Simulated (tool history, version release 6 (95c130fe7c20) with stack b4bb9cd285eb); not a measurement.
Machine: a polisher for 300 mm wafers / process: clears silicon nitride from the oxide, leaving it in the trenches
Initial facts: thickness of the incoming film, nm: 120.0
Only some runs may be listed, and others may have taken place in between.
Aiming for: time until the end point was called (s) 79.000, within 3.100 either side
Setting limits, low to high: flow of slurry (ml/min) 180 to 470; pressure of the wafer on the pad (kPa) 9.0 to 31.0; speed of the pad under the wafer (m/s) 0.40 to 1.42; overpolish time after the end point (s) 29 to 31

run	hour	flow of slurry (ml/min)	pressure of the wafer on the pad (kPa)	speed of the pad under the wafer (m/s)	overpolish time after the end point (s)	time until the end point was called (s)
1	0.0	300	20.0	0.90	29	154.830
2	6.2	300	21.4	0.92	29	143.140
3	15.1	300	22.8	0.94	29	133.040
4	18.1	300	22.8	0.94	31	131.930
5	19.0	300	22.8	0.94	29	129.420
6	26.5	300	17.9	0.94	29	166.290
7	34.1	300	19.3	0.96	29	148.980
8	36.1	300	20.7	0.98	29	138.170
9	36.8	300	22.1	0.98	29	130.040
10	37.8	300	23.4	1.00	29	121.290
11	39.4	300	24.1	1.02	29	116.360
12	47.3	300	24.8	1.04	29	109.530
13	54.4	300	25.5	1.04	29	104.360
14	55.2	300	31.0	1.06	29	86.232

Pick the move, out of 4, that brings all results within their allowed miss; only one does.
A	56.0	280	31.0	1.28	29	?
B	56.0	315	30.3	1.18	31	?
C	56.0	265	29.0	1.38	30	?
D	56.0	280	31.0	1.26	30	?

move	time until the end point was called (s)
A	70.989
B	77.660
C	70.989
D	72.092
A: moves the result that the last run missed by most past its target, out the other side
B: every result within its allowed miss
C: moves the result that the last run missed by most past its target, out the other side
D: moves the result that the last run missed by most past its target, out the other side
Answer: B

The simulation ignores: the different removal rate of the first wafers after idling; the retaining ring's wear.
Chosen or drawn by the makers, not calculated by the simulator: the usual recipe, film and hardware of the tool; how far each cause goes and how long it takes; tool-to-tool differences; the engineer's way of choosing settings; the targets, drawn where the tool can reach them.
